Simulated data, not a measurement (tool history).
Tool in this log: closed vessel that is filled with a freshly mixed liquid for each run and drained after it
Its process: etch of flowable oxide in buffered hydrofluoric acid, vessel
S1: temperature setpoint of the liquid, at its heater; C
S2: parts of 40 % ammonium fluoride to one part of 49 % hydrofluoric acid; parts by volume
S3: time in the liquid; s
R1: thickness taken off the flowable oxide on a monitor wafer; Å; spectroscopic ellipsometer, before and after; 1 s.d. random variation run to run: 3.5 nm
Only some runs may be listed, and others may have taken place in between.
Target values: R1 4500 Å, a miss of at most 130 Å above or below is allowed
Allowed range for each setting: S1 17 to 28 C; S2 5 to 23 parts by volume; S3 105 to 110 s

run    day    S1    S2   S3      R1
  1      0    20    14  105  2765.5
  2  0.162    20    14  110  2840.5
  3   0.55  21.5    14  110  3164.7
  4  0.646  21.5    16  110  2756.4
  5    0.8    23  15.5  110  3064.7
  6  0.875    26  15.5  110  3611.4
  7  1.229  26.5    15  110  3842.4
  8  1.342    27    15  110  3932.1
  9  1.696  27.5  14.5  110  4174.6

Exercise: of the 4 proposed moves below, exactly one satisfies all targets within the stated allowed misses. Which move is it?
  A  2.05    28    13  110   ?
  B  2.05  27.5  15.5  110   ?
  C  2.05  27.5    13  105   ?
  D  2.05    28    12  105   ?

move      R1
   A  4732.5
   B  3878.3
   C  4398.6
   D  4884.9
A: pushes the last run's worst result past its target
B: misses by more than the last run did
C: all results in spec
D: pushes the last run's worst result past its target
The move that meets every target is C.
